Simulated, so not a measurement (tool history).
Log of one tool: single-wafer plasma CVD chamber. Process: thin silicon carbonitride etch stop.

| run | hour | RF power (kW) | deposition time (s) | mean film thickness on the monitor wafer (Å) |
|---|---|---|---|---|
| 1 | 0 | 0.2 | 8.08 | 47.245 |
| 2 | 2.2 | 0.22 | 8.08 | 49.176 |
| 3 | 10.4 | 0.225 | 8.19 | 49.963 |
| 4 | 17 | 0.225 | 9.12 | 56.091 |
| 5 | 19.5 | 0.225 | 9.13 | 55.582 |
| 6 | 26.7 | 0.225 | 9.15 | 56.362 |
| 7 | 34.9 | 0.225 | 9.16 | 55.98 |
| 8 | 41.7 | 0.225 | 9.18 | 56.912 |
| 9 | 48.6 | 0.225 | 9.19 | 55.464 |
| 10 | 57.4 | 0.225 | 9.21 | 56.379 |
| 11 | 64.7 | 0.225 | 9.22 | 56.282 |

Forecast run 12:
| 12 | 67.4 | 0.225 | 9.23 | ? |

Run 12 gave mean film thickness on the monitor wafer (Å) 56.592.
